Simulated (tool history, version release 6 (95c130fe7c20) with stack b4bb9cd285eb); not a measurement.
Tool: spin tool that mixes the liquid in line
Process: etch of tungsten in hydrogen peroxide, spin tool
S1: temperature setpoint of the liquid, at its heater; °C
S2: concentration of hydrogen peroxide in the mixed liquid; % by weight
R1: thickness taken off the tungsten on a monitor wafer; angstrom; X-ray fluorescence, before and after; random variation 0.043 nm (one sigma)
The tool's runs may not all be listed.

run 1 hour=0 | S1=45 S2=18 time_under_the_liquid_(s)=15 | R1=73.072
run 2 hour=7.5 | S1=48 S2=18 time_under_the_liquid_(s)=15 | R1=89.4
run 3 hour=15.9 | S1=47 S2=18 time_under_the_liquid_(s)=15 | R1=83.596
run 4 hour=23.1 | S1=47 S2=15 time_under_the_liquid_(s)=15 | R1=77.488
run 5 hour=29.3 | S1=47 S2=15 time_under_the_liquid_(s)=15 | R1=76.095
run 6 hour=30 | S1=46.5 S2=15 time_under_the_liquid_(s)=15 | R1=73.436
run 7 hour=37.7 | S1=46.5 S2=15 time_under_the_liquid_(s)=15 | R1=73.868

Forecast run 8:
run 8 hour=41.5 | S1=46 S2=15 time_under_the_liquid_(s)=15 | R1=?

Run 8 gave R1 71.251 angstrom.
